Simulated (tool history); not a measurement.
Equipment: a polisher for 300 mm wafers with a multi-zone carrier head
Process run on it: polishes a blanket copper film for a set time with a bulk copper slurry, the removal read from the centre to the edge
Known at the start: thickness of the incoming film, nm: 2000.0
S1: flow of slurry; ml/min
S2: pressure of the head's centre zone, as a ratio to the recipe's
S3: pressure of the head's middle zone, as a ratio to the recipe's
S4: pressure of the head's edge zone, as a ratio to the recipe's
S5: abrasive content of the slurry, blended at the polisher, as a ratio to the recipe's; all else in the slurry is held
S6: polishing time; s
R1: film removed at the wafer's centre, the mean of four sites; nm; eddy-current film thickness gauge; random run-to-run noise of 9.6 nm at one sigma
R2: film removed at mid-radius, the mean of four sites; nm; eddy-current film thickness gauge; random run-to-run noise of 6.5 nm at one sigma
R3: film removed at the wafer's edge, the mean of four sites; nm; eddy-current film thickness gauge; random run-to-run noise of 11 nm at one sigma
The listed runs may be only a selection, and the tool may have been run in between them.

run,hour,S1,S2,S3,S4,S5,S6,R1,R2,R3
1,0,170,1,1,1,1,82,633.11,639.35,626.96
2,7.4,175,1,1.02,1.01,1.05,82,635.34,645.87,629.4
3,13.6,175,1,1.02,0.95,1.05,82,642.6,653.46,621.4
4,17.1,180,1,1.04,0.96,1.1,83,652.82,675.23,632.25
5,25.2,185,1,1.05,0.97,1.15,84,674.25,700.33,659.21
6,28.8,190,1,1.07,0.97,1.2,84,670.73,728.68,670.03
7,33.8,195,1.01,1.08,0.97,1.2,84,693.11,739.36,652.71
8,38.3,200,1.01,1.08,0.98,1.25,84,718.64,749.71,674.21
9,45.9,205,1,1.09,0.99,1.25,84,707.4,762.81,699.31
10,47.9,210,1,1.1,0.99,1.25,84,687.68,761.31,682.88
11,54.2,210,1,1.11,1,1.25,84,710.41,765.07,690.71

Expected results for the next run?
12,60.9,215,1,1.12,1,1.25,84,?,?,?

R1: 715.21 nm
R2: 773.74 nm
R3: 690.73 nm

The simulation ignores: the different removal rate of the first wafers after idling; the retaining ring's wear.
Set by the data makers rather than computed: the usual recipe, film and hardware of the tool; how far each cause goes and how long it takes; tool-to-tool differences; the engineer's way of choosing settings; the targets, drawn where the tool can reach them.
